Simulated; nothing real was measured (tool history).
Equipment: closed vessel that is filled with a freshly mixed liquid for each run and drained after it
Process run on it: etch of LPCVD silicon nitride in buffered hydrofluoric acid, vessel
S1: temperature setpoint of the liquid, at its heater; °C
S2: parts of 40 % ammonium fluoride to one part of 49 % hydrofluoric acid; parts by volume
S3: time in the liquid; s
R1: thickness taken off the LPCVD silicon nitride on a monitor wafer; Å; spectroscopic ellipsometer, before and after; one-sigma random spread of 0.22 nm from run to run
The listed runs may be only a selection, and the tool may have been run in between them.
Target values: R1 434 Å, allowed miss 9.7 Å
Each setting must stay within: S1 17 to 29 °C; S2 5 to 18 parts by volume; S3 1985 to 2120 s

run    day    S1    S2    S3      R1
  1      0    21    11  1985  223.03
  2  0.321  24.5    11  1985  273.42
  3  0.671    27    11  1985   311.1
  4   0.95    27    14  1985   243.5
  5  1.129  27.5  12.5  1985  280.56
  6  1.438    28  11.5  1985  314.57
  7  1.825    28  10.5  1985  344.77
  8   2.15    29     8  1990  463.12
  9  2.546  28.5     8  1990  448.45

Next run, 4 choices. One meets every target within its allowed miss, the rest don't. Which?
  A  2.942  28  8.5  2010   ?
  B  2.942  29  8.5  2105   ?
  C  2.942  29    9  2115   ?
  D  2.942  28    8  2070   ?

move      R1
   A     418
   B  461.54
   C  435.85
   D  459.68
A: takes the biggest miss from the last run beyond its target
B: lands further from the targets than the last run did
C: all results land within tolerance of their targets
D: lands further from the targets than the last run did
So the answer is move C, the one that meets all the targets.
